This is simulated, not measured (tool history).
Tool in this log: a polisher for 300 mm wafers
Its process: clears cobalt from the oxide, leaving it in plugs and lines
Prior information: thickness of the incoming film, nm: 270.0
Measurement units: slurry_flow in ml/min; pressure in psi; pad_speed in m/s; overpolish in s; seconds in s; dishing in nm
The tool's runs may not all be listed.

| run | hour | slurry_flow | pressure | pad_speed | overpolish | seconds | dishing |
|---|---|---|---|---|---|---|---|
| 1 | 0 | 275 | 1.2 | 1.26 | 24 | 61.77 | 46.836 |
| 2 | 0.8 | 275 | 1.2 | 1.08 | 24 | 71.349 | 44.011 |
| 3 | 8.2 | 275 | 1.3 | 1.1 | 24 | 65.46 | 46.879 |
| 4 | 12 | 275 | 1.3 | 1.34 | 24 | 53.637 | 48.31 |
| 5 | 18.4 | 275 | 1.3 | 1.58 | 24 | 46.556 | 50.973 |
| 6 | 19.3 | 305 | 1.3 | 1.58 | 24 | 44.69 | 50.129 |
| 7 | 22.3 | 305 | 1.3 | 1.58 | 25 | 46.036 | 51.473 |

Predict the results of run 8:
| 8 | 28.7 | 305 | 1.4 | 1.58 | 26 | ? | ? |

seconds: 43.675 s
dishing: 52.319 nm
